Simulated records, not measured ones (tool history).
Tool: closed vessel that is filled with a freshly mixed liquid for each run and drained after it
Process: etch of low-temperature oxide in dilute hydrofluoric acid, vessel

| run | day | temperature setpoint of the liquid (C) | parts of water to one part of 49 % hydrofluoric acid (parts by volume) | time in the liquid (s) | thickness taken off the low-temperature oxide on a monitor wafer (nm) |
|---|---|---|---|---|---|
| 1 | 0 | 25 | 75 | 30 | 14.229 |
| 2 | 0.321 | 25 | 75 | 30 | 14.16 |
| 3 | 0.567 | 24.5 | 75 | 30 | 13.883 |
| 4 | 0.925 | 22 | 75 | 30 | 12.546 |
| 5 | 1.221 | 22 | 50 | 30 | 19.321 |
| 6 | 1.467 | 21 | 50 | 30 | 18.744 |
| 7 | 1.692 | 20.5 | 55 | 30 | 16.508 |
| 8 | 1.792 | 20 | 55 | 30 | 16.179 |
| 9 | 1.992 | 17 | 65 | 30 | 11.864 |
| 10 | 2.167 | 17.5 | 65 | 30 | 12.243 |

Run 11 comes next. What will it give?
| 11 | 2.521 | 18 | 65 | 30 | ? |

{"run 11": {"thickness taken off the low-temperature oxide on a monitor wafer (nm)": 12.409}}
